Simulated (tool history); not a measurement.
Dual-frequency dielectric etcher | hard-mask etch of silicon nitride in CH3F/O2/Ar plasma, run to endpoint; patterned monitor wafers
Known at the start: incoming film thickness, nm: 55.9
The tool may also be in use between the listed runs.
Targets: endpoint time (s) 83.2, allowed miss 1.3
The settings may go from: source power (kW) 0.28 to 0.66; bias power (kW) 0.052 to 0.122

{"run": 1, "hour": 0.0, "source power (kW)": 0.47, "bias power (kW)": 0.087, "endpoint time (s)": 68.926}
{"run": 2, "hour": 0.9, "source power (kW)": 0.52, "bias power (kW)": 0.087, "endpoint time (s)": 66.581}
{"run": 3, "hour": 4.5, "source power (kW)": 0.46, "bias power (kW)": 0.083, "endpoint time (s)": 70.38}
{"run": 4, "hour": 12.6, "source power (kW)": 0.42, "bias power (kW)": 0.079, "endpoint time (s)": 73.624}
{"run": 5, "hour": 16.6, "source power (kW)": 0.39, "bias power (kW)": 0.077, "endpoint time (s)": 75.821}
{"hour": 25.3, "done": "wet clean of the chamber"}
{"run": 6, "hour": 25.3, "source power (kW)": 0.39, "bias power (kW)": 0.092, "endpoint time (s)": 73.815}
{"run": 7, "hour": 26.1, "source power (kW)": 0.36, "bias power (kW)": 0.089, "endpoint time (s)": 75.867}
{"run": 8, "hour": 27.3, "source power (kW)": 0.28, "bias power (kW)": 0.076, "endpoint time (s)": 85.286}
{"run": 9, "hour": 31.0, "source power (kW)": 0.29, "bias power (kW)": 0.076, "endpoint time (s)": 85.404}

4 next moves are on the table. One of them brings every result within its allowed miss. Which?
{"run": "A", "hour": 34.7, "source power (kW)": 0.35, "bias power (kW)": 0.076, "endpoint time (s)": "?"}
{"run": "B", "hour": 34.7, "source power (kW)": 0.28, "bias power (kW)": 0.085, "endpoint time (s)": "?"}
{"run": "C", "hour": 34.7, "source power (kW)": 0.28, "bias power (kW)": 0.073, "endpoint time (s)": "?"}
{"run": "D", "hour": 34.7, "source power (kW)": 0.28, "bias power (kW)": 0.075, "endpoint time (s)": "?"}

move=A endpoint_time_(s)=80.255
move=B endpoint_time_(s)=82.431
move=C endpoint_time_(s)=86.302
move=D endpoint_time_(s)=85.615
A: takes the result that was furthest off past its target
B: meets every target
C: further off than the last run
D: further off than the last run
The right move is B.

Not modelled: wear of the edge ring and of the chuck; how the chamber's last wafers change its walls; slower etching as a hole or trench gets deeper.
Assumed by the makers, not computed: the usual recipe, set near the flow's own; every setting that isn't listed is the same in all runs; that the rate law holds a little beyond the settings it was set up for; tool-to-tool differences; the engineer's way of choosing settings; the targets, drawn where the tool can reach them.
